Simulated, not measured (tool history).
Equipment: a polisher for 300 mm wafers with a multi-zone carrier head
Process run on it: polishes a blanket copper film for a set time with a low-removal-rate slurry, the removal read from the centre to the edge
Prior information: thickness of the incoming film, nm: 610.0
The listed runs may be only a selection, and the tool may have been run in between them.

| run | hour | flow of slurry (ml/min) | pressure of the head's centre zone | pressure of the head's middle zone | pressure of the head's edge zone | abrasive content of the slurry | polishing time (s) | film removed at the wafer's centre (Å) | film removed at mid-radius (Å) | film removed at the wafer's edge (Å) |
|---|---|---|---|---|---|---|---|---|---|---|
| 1 | 0 | 235 | 1 | 1 | 1 | 1 | 69 | 1757.2 | 1718.9 | 1723.1 |
| 2 | 6.9 | 235 | 0.94 | 1 | 1 | 1 | 69 | 1682.3 | 1715.8 | 1753.7 |
| 3 | 13.7 | 235 | 0.88 | 1 | 1 | 1 | 69 | 1577.3 | 1693.4 | 1766.6 |
| 4 | 22.6 | 230 | 0.87 | 1.01 | 0.97 | 0.9 | 66 | 1497.9 | 1658.2 | 1620.6 |
| 5 | 26.9 | 230 | 0.87 | 1.01 | 0.94 | 0.9 | 66 | 1464 | 1611.2 | 1581 |
| 6 | 28 | 220 | 0.86 | 1 | 0.93 | 0.85 | 64 | 1402.3 | 1543.7 | 1531.6 |
| 7 | 32.4 | 220 | 0.85 | 1 | 0.92 | 0.8 | 62 | 1376.9 | 1477.2 | 1457.8 |

Predict the results of run 8:
| 8 | 40.2 | 210 | 0.84 | 1.01 | 0.92 | 0.8 | 59 | ? | ? | ? |

{"run 8": {"film removed at the wafer's centre (Å)": 1215.4, "film removed at mid-radius (Å)": 1397.6, "film removed at the wafer's edge (Å)": 1368.3}}
